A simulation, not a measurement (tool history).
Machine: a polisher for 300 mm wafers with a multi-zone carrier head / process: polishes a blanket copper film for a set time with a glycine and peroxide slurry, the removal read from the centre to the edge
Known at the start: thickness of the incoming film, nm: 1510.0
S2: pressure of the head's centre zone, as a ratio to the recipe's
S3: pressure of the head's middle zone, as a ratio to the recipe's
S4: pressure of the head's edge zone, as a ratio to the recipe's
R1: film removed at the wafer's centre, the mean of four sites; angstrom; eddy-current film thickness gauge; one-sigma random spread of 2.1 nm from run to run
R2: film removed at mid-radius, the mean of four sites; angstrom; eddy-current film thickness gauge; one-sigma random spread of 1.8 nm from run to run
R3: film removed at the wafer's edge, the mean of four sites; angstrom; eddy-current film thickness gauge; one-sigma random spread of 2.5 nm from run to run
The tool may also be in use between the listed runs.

Run 1, hour 0: flow of slurry (ml/min) 170, S2 1, S3 1, S4 1, polishing time (s) 51. Result: R1 2850 angstrom, R2 2877.8 angstrom, R3 2875.2 angstrom.
Run 2, hour 5.2: flow of slurry (ml/min) 170, S2 1, S3 1, S4 1.06, polishing time (s) 51. Result: R1 2850.4 angstrom, R2 2956.5 angstrom, R3 3020 angstrom.
Run 3, hour 11.1: flow of slurry (ml/min) 165, S2 0.99, S3 0.97, S4 1.03, polishing time (s) 48. Result: R1 2609.3 angstrom, R2 2625 angstrom, R3 2741.6 angstrom.
Run 4, hour 17.5: flow of slurry (ml/min) 160, S2 0.98, S3 0.95, S4 1, polishing time (s) 46. Result: R1 2520.5 angstrom, R2 2515.6 angstrom, R3 2634.9 angstrom.
Run 5, hour 22.8: flow of slurry (ml/min) 160, S2 0.98, S3 0.93, S4 0.99, polishing time (s) 43. Result: R1 2309.2 angstrom, R2 2309.8 angstrom, R3 2429.8 angstrom.
Run 6, hour 30.4: flow of slurry (ml/min) 200, S2 0.98, S3 0.93, S4 0.99, polishing time (s) 43. Result: R1 2442.2 angstrom, R2 2381.5 angstrom, R3 2557.7 angstrom.

Run 7 is up next; what results do you expect?
Run 7, hour 32.4: flow of slurry (ml/min) 195, S2 0.98, S3 0.91, S4 0.98, polishing time (s) 41. Result: R1 ?, R2 ?, R3 ?.

R1: 2371.5 angstrom
R2: 2212.5 angstrom
R3: 2379.8 angstrom
